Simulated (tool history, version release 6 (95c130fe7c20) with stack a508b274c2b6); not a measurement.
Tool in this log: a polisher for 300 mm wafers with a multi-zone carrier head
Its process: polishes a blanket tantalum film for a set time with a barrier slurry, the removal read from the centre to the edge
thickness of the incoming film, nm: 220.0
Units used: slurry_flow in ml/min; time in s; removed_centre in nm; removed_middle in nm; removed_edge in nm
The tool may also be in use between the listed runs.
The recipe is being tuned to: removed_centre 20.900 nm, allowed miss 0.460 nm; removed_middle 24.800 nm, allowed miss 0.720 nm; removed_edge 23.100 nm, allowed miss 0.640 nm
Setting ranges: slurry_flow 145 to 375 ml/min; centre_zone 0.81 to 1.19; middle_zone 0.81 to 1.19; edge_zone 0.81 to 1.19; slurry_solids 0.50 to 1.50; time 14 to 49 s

run	hour	slurry_flow	centre_zone	middle_zone	edge_zone	slurry_solids	time	removed_centre	removed_middle	removed_edge
1	0.0	240	1.00	1.00	1.00	1.00	31	33.602	31.321	31.418
2	2.5	275	1.00	1.00	1.00	1.00	31	33.784	32.411	31.708
3	6.8	300	1.00	1.00	1.00	1.00	31	34.416	32.314	31.450
4	7.5	285	0.95	1.01	0.98	0.85	30	29.839	29.637	28.836
5	15.0	285	0.95	1.01	0.98	0.75	30	28.558	27.925	26.938
6	23.1	285	0.95	1.01	0.92	0.75	30	27.794	27.814	26.442
7	28.6	270	0.91	1.02	0.89	0.70	30	25.876	27.606	25.059
8	33.6	235	0.88	1.02	0.91	0.65	30	23.751	25.595	24.080
9	42.3	215	0.86	1.03	0.92	0.65	30	22.935	25.509	24.065
10	47.5	200	0.85	1.04	0.92	0.65	30	22.243	25.500	23.679
11	54.1	190	0.84	1.04	0.92	0.65	30	21.589	25.411	23.890
12	60.3	185	0.84	1.04	0.91	0.65	30	21.465	24.907	23.511

Which one of the following 5 next-run settings gets every result inside its allowed miss? There is exactly one.
A	66.5	235	0.81	0.99	0.96	0.80	27	?	?	?
B	66.5	180	0.88	1.06	0.90	0.55	33	?	?	?
C	66.5	145	0.92	1.16	0.95	0.65	29	?	?	?
D	66.5	155	0.89	1.07	0.86	0.70	29	?	?	?
E	66.5	145	0.83	1.05	0.89	0.70	30	?	?	?

move	removed_centre	removed_middle	removed_edge
A	21.707	25.119	24.649
B	22.553	25.556	23.209
C	21.735	25.576	22.302
D	22.217	25.189	22.416
E	21.054	25.256	23.298
A: moves away from the targets compared with the last run
B: moves away from the targets compared with the last run
C: moves away from the targets compared with the last run
D: moves away from the targets compared with the last run
E: each result inside its tolerance
Move E is the one to make.
